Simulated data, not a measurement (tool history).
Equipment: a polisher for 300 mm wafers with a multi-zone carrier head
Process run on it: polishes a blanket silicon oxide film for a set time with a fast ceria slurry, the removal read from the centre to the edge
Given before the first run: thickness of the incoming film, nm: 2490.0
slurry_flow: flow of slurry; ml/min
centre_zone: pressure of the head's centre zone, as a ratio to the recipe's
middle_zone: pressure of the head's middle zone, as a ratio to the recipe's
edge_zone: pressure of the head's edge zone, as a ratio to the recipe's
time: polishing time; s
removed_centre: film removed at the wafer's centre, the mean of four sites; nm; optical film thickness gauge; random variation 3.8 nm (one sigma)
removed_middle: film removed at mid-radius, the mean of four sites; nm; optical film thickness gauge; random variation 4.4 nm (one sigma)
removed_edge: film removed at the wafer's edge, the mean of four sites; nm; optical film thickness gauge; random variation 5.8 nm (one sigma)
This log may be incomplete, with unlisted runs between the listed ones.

{"run": 1, "hour": 0.0, "slurry_flow": 270, "centre_zone": 1.0, "middle_zone": 1.0, "edge_zone": 1.0, "time": 72, "removed_centre": 517.93, "removed_middle": 519.25, "removed_edge": 533.8}
{"run": 2, "hour": 8.3, "slurry_flow": 270, "centre_zone": 1.0, "middle_zone": 0.98, "edge_zone": 0.98, "time": 69, "removed_centre": 490.5, "removed_middle": 491.83, "removed_edge": 495.23}
{"run": 3, "hour": 9.0, "slurry_flow": 270, "centre_zone": 1.0, "middle_zone": 0.98, "edge_zone": 0.98, "time": 76, "removed_centre": 539.53, "removed_middle": 536.62, "removed_edge": 548.84}
{"run": 4, "hour": 14.2, "slurry_flow": 265, "centre_zone": 1.0, "middle_zone": 0.95, "edge_zone": 0.97, "time": 73, "removed_centre": 530.72, "removed_middle": 501.55, "removed_edge": 534.49}
{"run": 5, "hour": 14.8, "slurry_flow": 265, "centre_zone": 1.0, "middle_zone": 0.95, "edge_zone": 0.92, "time": 73, "removed_centre": 514.56, "removed_middle": 503.84, "removed_edge": 510.28}
{"run": 6, "hour": 16.9, "slurry_flow": 265, "centre_zone": 1.0, "middle_zone": 0.93, "edge_zone": 0.91, "time": 70, "removed_centre": 509.2, "removed_middle": 477.13, "removed_edge": 485.91}
{"run": 7, "hour": 22.4, "slurry_flow": 245, "centre_zone": 0.9, "middle_zone": 0.83, "edge_zone": 0.89, "time": 53, "removed_centre": 336.58, "removed_middle": 324.2, "removed_edge": 358.64}

What does the tool deliver on the next run?
{"run": 8, "hour": 29.8, "slurry_flow": 255, "centre_zone": 0.92, "middle_zone": 0.84, "edge_zone": 0.9, "time": 53, "removed_centre": "?", "removed_middle": "?", "removed_edge": "?"}

removed_centre: 346.81 nm
removed_middle: 329.13 nm
removed_edge: 356.62 nm
